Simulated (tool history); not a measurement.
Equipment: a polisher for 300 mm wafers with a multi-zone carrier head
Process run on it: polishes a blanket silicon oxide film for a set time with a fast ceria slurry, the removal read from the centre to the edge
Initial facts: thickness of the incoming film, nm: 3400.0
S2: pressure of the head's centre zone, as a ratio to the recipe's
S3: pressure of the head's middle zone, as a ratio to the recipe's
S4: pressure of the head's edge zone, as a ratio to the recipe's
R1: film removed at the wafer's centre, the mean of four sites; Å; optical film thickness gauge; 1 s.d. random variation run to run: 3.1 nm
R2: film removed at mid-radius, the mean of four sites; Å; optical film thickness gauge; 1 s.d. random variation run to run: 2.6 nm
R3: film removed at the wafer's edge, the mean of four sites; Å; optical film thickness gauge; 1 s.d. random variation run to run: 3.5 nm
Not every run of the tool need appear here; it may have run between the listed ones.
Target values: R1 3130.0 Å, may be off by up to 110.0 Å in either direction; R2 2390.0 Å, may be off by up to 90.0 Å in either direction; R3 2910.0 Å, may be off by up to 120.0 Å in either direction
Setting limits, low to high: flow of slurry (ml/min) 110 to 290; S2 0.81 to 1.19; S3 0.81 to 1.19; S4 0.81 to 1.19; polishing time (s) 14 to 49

run 1 hour=0.0 | flow_of_slurry_(ml/min)=185 S2=1.00 S3=1.00 S4=1.00 polishing_time_(s)=31 | R1=3524.6 R2=3362.3 R3=3522.0
run 2 hour=4.0 | flow_of_slurry_(ml/min)=185 S2=1.00 S3=1.00 S4=0.93 polishing_time_(s)=31 | R1=3556.2 R2=3372.5 R3=3329.6
run 3 hour=10.9 | flow_of_slurry_(ml/min)=175 S2=1.01 S3=0.96 S4=0.93 polishing_time_(s)=30 | R1=3424.1 R2=3147.1 R3=3262.8
run 4 hour=11.6 | flow_of_slurry_(ml/min)=170 S2=1.03 S3=0.93 S4=0.93 polishing_time_(s)=29 | R1=3339.7 R2=2930.5 R3=3071.0
run 5 hour=16.3 | flow_of_slurry_(ml/min)=165 S2=1.04 S3=0.91 S4=0.94 polishing_time_(s)=29 | R1=3296.0 R2=2824.0 R3=3110.8
run 6 hour=23.4 | flow_of_slurry_(ml/min)=165 S2=1.08 S3=0.91 S4=0.94 polishing_time_(s)=29 | R1=3476.0 R2=2865.0 R3=3122.5
run 7 hour=24.7 | flow_of_slurry_(ml/min)=160 S2=1.08 S3=0.89 S4=0.94 polishing_time_(s)=29 | R1=3443.8 R2=2810.1 R3=3064.7
run 8 hour=31.6 | flow_of_slurry_(ml/min)=155 S2=1.08 S3=0.87 S4=0.95 polishing_time_(s)=29 | R1=3391.8 R2=2707.5 R3=3112.2
run 9 hour=34.6 | flow_of_slurry_(ml/min)=150 S2=1.08 S3=0.86 S4=0.95 polishing_time_(s)=29 | R1=3353.5 R2=2689.4 R3=3067.3
run 10 hour=39.2 | flow_of_slurry_(ml/min)=145 S2=1.08 S3=0.85 S4=0.96 polishing_time_(s)=29 | R1=3356.5 R2=2620.4 R3=3081.6
run 11 hour=47.4 | flow_of_slurry_(ml/min)=145 S2=1.08 S3=0.85 S4=0.96 polishing_time_(s)=29 | R1=3387.6 R2=2645.8 R3=3118.6
run 12 hour=51.2 | flow_of_slurry_(ml/min)=140 S2=1.08 S3=0.84 S4=0.96 polishing_time_(s)=29 | R1=3238.9 R2=2583.8 R3=3080.6
run 13 hour=53.0 | flow_of_slurry_(ml/min)=135 S2=1.09 S3=0.83 S4=0.96 polishing_time_(s)=29 | R1=3309.1 R2=2576.9 R3=3014.5
run 14 hour=57.4 | flow_of_slurry_(ml/min)=135 S2=1.09 S3=0.83 S4=0.97 polishing_time_(s)=29 | R1=3319.7 R2=2561.2 R3=3004.4
run 15 hour=59.6 | flow_of_slurry_(ml/min)=135 S2=1.09 S3=0.83 S4=0.98 polishing_time_(s)=29 | R1=3330.4 R2=2521.3 R3=3109.0
run 16 hour=61.4 | flow_of_slurry_(ml/min)=130 S2=1.09 S3=0.83 S4=0.98 polishing_time_(s)=29 | R1=3230.0 R2=2454.4 R3=3052.6
run 17 hour=64.1 | flow_of_slurry_(ml/min)=125 S2=1.09 S3=0.83 S4=0.97 polishing_time_(s)=29 | R1=3248.0 R2=2476.4 R3=3023.0

4 candidate next runs follow, results not yet known. Just one meets every target within its allowed miss. Identify it.
run A hour=66.8 | flow_of_slurry_(ml/min)=135 S2=1.09 S3=0.91 S4=0.87 polishing_time_(s)=25 | R1=? R2=? R3=?
run B hour=66.8 | flow_of_slurry_(ml/min)=110 S2=1.12 S3=0.84 S4=0.99 polishing_time_(s)=26 | R1=? R2=? R3=?
run C hour=66.8 | flow_of_slurry_(ml/min)=270 S2=1.04 S3=0.81 S4=0.98 polishing_time_(s)=25 | R1=? R2=? R3=?
run D hour=66.8 | flow_of_slurry_(ml/min)=110 S2=1.01 S3=0.83 S4=0.95 polishing_time_(s)=29 | R1=? R2=? R3=?

move=A R1=2839.9 R2=2333.9 R3=2539.2
move=B R1=2832.7 R2=2144.8 R3=2697.8
move=C R1=3103.4 R2=2384.2 R3=2928.4
move=D R1=2879.3 R2=2370.3 R3=2950.9
A: moves the result that the last run missed by most past its target, out the other side
B: moves the result that the last run missed by most past its target, out the other side
C: all results in spec
D: moves the result that the last run missed by most past its target, out the other side
C is the move that brings every result within its allowed miss.

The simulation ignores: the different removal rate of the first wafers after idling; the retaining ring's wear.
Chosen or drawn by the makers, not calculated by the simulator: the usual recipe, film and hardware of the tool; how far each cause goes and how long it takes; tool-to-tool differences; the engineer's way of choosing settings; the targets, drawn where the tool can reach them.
